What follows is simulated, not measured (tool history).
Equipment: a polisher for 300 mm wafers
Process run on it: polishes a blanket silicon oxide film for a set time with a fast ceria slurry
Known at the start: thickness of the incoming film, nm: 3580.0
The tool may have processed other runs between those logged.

run    day  flow of slurry (ml/min)  pressure of the wafer on the pad (psi)  speed of the pad under the wafer (cm/s)  polishing time (s)  film removed (Å)
  1      0                      135                                     2.9                                      100                  42            8109.7
  2  0.288                      135                                     2.3                                      100                  42            6724.2
  3   0.35                      125                                     2.3                                      100                  42            6754.1
  4  0.533                      125                                     2.1                                       96                  42            5941.9
  5  0.629                      125                                       2                                       94                  42            5588.9
  6   0.85                      125                                     1.9                                       92                  42              5383
  7  1.112                      125                                     1.8                                       90                  42            4950.5
  8  1.188                      125                                     1.8                                       90                  42            4897.2
  9  1.254                      110                                     1.3                                       80                  42            3406.5
 10  1.358                      110                                     1.3                                       80                  42            3432.7
 11  1.733                      115                                     1.3                                       80                  42            3389.6
 12  2.108                      120                                     1.3                                       80                  42            3483.3

Run 13, settings as shown, results not yet in. Your forecast:
 13  2.262                      125                                     1.3                                       80                  42                 ?

film removed (Å): 3574.8

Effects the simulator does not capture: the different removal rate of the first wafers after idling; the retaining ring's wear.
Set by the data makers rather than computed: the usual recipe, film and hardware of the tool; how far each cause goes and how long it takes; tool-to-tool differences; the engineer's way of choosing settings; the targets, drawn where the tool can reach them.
